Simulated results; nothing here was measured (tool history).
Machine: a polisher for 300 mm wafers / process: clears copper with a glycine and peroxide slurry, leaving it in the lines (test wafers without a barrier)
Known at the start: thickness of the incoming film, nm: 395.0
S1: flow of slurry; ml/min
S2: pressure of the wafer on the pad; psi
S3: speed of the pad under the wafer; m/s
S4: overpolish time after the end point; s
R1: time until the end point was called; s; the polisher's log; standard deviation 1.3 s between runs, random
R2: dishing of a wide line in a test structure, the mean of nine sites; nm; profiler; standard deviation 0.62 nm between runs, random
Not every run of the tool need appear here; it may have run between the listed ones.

run,hour,S1,S2,S3,S4,R1,R2
1,0.0,185,1.8,1.02,21,143.24,43.885
2,2.7,185,1.8,1.02,19,142.96,39.384
3,5.0,185,1.8,1.16,19,129.04,43.274
4,9.9,185,1.5,1.16,19,146.09,37.967
5,14.1,190,1.5,1.16,18,144.83,37.180
6,16.1,190,1.5,1.42,18,125.90,41.859
7,17.2,190,1.5,1.42,17,126.79,39.204
8,25.3,190,1.5,1.42,16,125.96,35.889
9,31.6,185,1.5,1.42,16,127.11,37.487
10,34.3,170,1.3,1.42,12,141.43,26.764
11,40.8,175,1.3,1.42,12,140.37,26.637
# hour 43.6: worn pad replaced by a new one
12,43.6,180,1.4,1.42,16,119.57,38.176
13,52.1,185,1.4,1.42,16,117.85,39.897
14,58.8,175,1.4,1.40,16,121.77,37.727
15,62.2,180,1.4,1.40,16,120.43,39.422
16,65.2,185,1.4,1.40,16,121.07,40.938
17,67.0,170,1.1,1.40,11,141.53,24.582

What will run 18 give?
18,74.6,170,1.1,1.38,12,?,?

{"run 18": {"R1": 143.34, "R2": 26.027}}
